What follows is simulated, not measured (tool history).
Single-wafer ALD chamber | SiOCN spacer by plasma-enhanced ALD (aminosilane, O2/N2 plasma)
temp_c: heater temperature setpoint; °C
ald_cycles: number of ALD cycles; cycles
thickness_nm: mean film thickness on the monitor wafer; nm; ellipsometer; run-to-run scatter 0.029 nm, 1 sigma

| run | hour | temp_c | ald_cycles | thickness_nm |
|---|---|---|---|---|
| 1 | 0 | 390 | 80 | 5.2726 |
| 2 | 1.4 | 390 | 74 | 4.9057 |
| 3 | 8.9 | 398 | 74 | 4.8222 |
| 4 | 14.3 | 406 | 74 | 4.6983 |
|  | 19.5 | thermocouple changed; heater temperature recalibrated |
| 5 | 19.5 | 406 | 64 | 4.1143 |
| 6 | 23.1 | 404 | 70 | 4.5396 |
| 7 | 27.3 | 403 | 75 | 4.8444 |

Run 8 is up next; what results do you expect?
| 8 | 30.2 | 402 | 79 | ? |

thickness_nm: 5.1611 nm
